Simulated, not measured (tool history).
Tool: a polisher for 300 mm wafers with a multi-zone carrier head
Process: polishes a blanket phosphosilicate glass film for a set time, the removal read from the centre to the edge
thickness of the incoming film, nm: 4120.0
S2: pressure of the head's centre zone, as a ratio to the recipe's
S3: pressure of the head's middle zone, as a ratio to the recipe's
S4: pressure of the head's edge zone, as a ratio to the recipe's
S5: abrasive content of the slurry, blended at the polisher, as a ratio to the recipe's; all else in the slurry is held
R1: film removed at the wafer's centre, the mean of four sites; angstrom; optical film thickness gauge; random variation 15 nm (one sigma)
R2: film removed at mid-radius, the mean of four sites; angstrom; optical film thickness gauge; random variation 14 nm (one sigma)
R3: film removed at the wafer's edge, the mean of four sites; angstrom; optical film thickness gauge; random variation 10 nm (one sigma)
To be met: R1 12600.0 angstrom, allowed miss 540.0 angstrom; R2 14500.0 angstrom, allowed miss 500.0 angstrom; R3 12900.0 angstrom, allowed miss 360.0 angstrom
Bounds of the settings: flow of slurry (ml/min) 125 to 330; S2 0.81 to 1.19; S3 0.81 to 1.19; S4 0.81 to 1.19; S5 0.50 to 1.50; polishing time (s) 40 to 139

Run 1, hour 0.0: flow of slurry (ml/min) 210, S2 1.00, S3 1.00, S4 1.00, S5 1.00, polishing time (s) 89. Result: R1 7946.6 angstrom, R2 7827.0 angstrom, R3 7419.7 angstrom.
Run 2, hour 7.0: flow of slurry (ml/min) 215, S2 1.00, S3 1.02, S4 1.02, S5 1.05, polishing time (s) 92. Result: R1 8423.1 angstrom, R2 8386.2 angstrom, R3 8038.4 angstrom.
Run 3, hour 15.6: flow of slurry (ml/min) 220, S2 1.00, S3 1.04, S4 1.02, S5 1.10, polishing time (s) 94. Result: R1 8908.0 angstrom, R2 8976.9 angstrom, R3 8460.9 angstrom.
Run 4, hour 18.5: flow of slurry (ml/min) 170, S2 1.00, S3 1.04, S4 1.02, S5 1.10, polishing time (s) 94. Result: R1 8404.7 angstrom, R2 8574.7 angstrom, R3 8147.4 angstrom.
Run 5, hour 20.2: flow of slurry (ml/min) 170, S2 1.00, S3 1.07, S4 1.02, S5 1.10, polishing time (s) 94. Result: R1 8330.4 angstrom, R2 8951.3 angstrom, R3 8126.5 angstrom.
Run 6, hour 21.4: flow of slurry (ml/min) 180, S2 1.00, S3 1.08, S4 1.03, S5 1.15, polishing time (s) 96. Result: R1 8847.6 angstrom, R2 9463.8 angstrom, R3 8777.3 angstrom.
Run 7, hour 27.0: flow of slurry (ml/min) 190, S2 1.00, S3 1.09, S4 1.03, S5 1.20, polishing time (s) 97. Result: R1 9259.6 angstrom, R2 10028.0 angstrom, R3 9143.2 angstrom.
Run 8, hour 28.0: flow of slurry (ml/min) 200, S2 1.00, S3 1.10, S4 1.04, S5 1.25, polishing time (s) 98. Result: R1 9578.3 angstrom, R2 10496.0 angstrom, R3 9417.6 angstrom.
Run 9, hour 33.8: flow of slurry (ml/min) 205, S2 1.00, S3 1.11, S4 1.06, S5 1.30, polishing time (s) 99. Result: R1 9911.0 angstrom, R2 10717.0 angstrom, R3 9733.1 angstrom.
Run 10, hour 38.5: flow of slurry (ml/min) 210, S2 1.00, S3 1.12, S4 1.07, S5 1.35, polishing time (s) 101. Result: R1 10359.0 angstrom, R2 11373.0 angstrom, R3 10152.0 angstrom.
Run 11, hour 43.7: flow of slurry (ml/min) 210, S2 1.00, S3 1.12, S4 1.08, S5 1.35, polishing time (s) 103. Result: R1 10422.0 angstrom, R2 11807.0 angstrom, R3 10489.0 angstrom.
Run 12, hour 47.9: flow of slurry (ml/min) 215, S2 1.00, S3 1.12, S4 1.09, S5 1.35, polishing time (s) 104. Result: R1 10628.0 angstrom, R2 11848.0 angstrom, R3 10677.0 angstrom.
Run 13, hour 51.9: flow of slurry (ml/min) 220, S2 1.00, S3 1.13, S4 1.10, S5 1.35, polishing time (s) 105. Result: R1 10840.0 angstrom, R2 11831.0 angstrom, R3 10760.0 angstrom.
Run 14, hour 57.9: flow of slurry (ml/min) 220, S2 1.00, S3 1.13, S4 1.10, S5 1.35, polishing time (s) 106. Result: R1 10935.0 angstrom, R2 12108.0 angstrom, R3 10913.0 angstrom.
Run 15, hour 64.8: flow of slurry (ml/min) 220, S2 1.00, S3 1.13, S4 1.11, S5 1.35, polishing time (s) 107. Result: R1 11021.0 angstrom, R2 12176.0 angstrom, R3 11051.0 angstrom.
Run 16, hour 73.1: flow of slurry (ml/min) 220, S2 1.00, S3 1.13, S4 1.11, S5 1.35, polishing time (s) 108. Result: R1 11219.0 angstrom, R2 12054.0 angstrom, R3 11116.0 angstrom.

Which of these 4 next moves meets every target?
Run A, hour 81.4: flow of slurry (ml/min) 210, S2 1.00, S3 1.19, S4 1.16, S5 1.40, polishing time (s) 120. Result: R1 ?, R2 ?, R3 ?.
Run B, hour 81.4: flow of slurry (ml/min) 180, S2 1.12, S3 1.06, S4 1.08, S5 1.50, polishing time (s) 101. Result: R1 ?, R2 ?, R3 ?.
Run C, hour 81.4: flow of slurry (ml/min) 255, S2 1.17, S3 0.92, S4 1.19, S5 1.05, polishing time (s) 127. Result: R1 ?, R2 ?, R3 ?.
Run D, hour 81.4: flow of slurry (ml/min) 185, S2 0.92, S3 0.88, S4 1.19, S5 1.10, polishing time (s) 109. Result: R1 ?, R2 ?, R3 ?.

move       R1       R2       R3
   A  12381.0  14490.0  12683.0
   B  11656.0  11056.0  10398.0
   C  13803.0  11060.0  12185.0
   D   9034.4   8950.5  10346.0
A: meets every target
B: further off than the last run
C: further off than the last run
D: further off than the last run
Move A is the one to make.
